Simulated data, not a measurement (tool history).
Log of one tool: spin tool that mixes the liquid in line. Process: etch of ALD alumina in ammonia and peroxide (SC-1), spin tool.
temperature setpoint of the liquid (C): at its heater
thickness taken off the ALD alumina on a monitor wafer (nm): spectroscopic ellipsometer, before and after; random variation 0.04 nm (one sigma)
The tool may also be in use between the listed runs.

run,day,temperature setpoint of the liquid (C),parts of 29 % ammonia solution to one part of 30 % peroxide (parts by volume),time under the liquid (s),thickness taken off the ALD alumina on a monitor wafer (nm)
1,0.000,52.0,0.45,270,15.276
2,0.058,58.5,0.45,270,21.522
3,0.262,51.5,0.45,270,14.842
4,0.488,51.5,0.45,290,15.821
5,0.646,51.5,0.45,270,14.863
6,1.012,51.5,0.55,270,15.174
7,1.067,48.5,0.50,270,12.784
8,1.162,46.0,0.45,270,10.839

Forecast run 9:
9,1.279,44.5,0.45,270,?

thickness taken off the ALD alumina on a monitor wafer (nm): 10.124
